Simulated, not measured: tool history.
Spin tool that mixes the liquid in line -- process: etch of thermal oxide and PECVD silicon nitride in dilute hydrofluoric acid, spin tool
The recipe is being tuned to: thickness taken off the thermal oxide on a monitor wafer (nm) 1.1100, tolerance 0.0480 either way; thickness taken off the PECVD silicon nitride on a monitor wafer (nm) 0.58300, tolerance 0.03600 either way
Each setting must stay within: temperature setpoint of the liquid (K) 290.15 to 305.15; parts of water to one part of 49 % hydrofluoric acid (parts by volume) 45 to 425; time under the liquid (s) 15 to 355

run	hour	temperature setpoint of the liquid (K)	parts of water to one part of 49 % hydrofluoric acid (parts by volume)	time under the liquid (s)	thickness taken off the thermal oxide on a monitor wafer (nm)	thickness taken off the PECVD silicon nitride on a monitor wafer (nm)
1	0.0	297.15	235	180	2.9166	1.73240
2	8.7	296.15	255	175	2.5104	1.51340
3	16.5	294.15	255	175	2.3458	1.25670
4	19.4	294.15	255	220	2.8939	1.62700
5	23.1	294.15	255	180	2.3462	1.35580
6	31.8	294.15	300	180	1.9348	1.10500
# hour 35.3: hydrofluoric acid flow meter replaced
7	35.3	293.65	315	180	1.9533	1.10560
8	38.5	293.15	330	175	1.7716	0.99046
9	43.1	292.65	345	170	1.5665	0.89988
10	51.8	292.15	350	165	1.5149	0.86567
11	55.6	291.65	355	160	1.3730	0.76728
12	58.1	291.15	360	155	1.2804	0.71290
13	66.2	291.15	360	150	1.2446	0.69192
14	70.0	290.65	360	140	1.1232	0.63914

Which of these 5 next moves meets every target?
A	73.8	290.15	320	120	?	?
B	73.8	293.65	375	135	?	?
C	73.8	294.15	370	125	?	?
D	73.8	293.65	425	145	?	?
E	73.8	296.15	420	135	?	?

move	thickness taken off the thermal oxide on a monitor wafer (nm)	thickness taken off the PECVD silicon nitride on a monitor wafer (nm)
A	1.0943	0.58648
B	1.1388	0.70782
C	1.0921	0.68477
D	1.0351	0.67364
E	1.0648	0.73746
A: in spec on every target
B: lands further from the targets than the last run did
C: lands further from the targets than the last run did
D: lands further from the targets than the last run did
E: lands further from the targets than the last run did
The move that meets every target is A.

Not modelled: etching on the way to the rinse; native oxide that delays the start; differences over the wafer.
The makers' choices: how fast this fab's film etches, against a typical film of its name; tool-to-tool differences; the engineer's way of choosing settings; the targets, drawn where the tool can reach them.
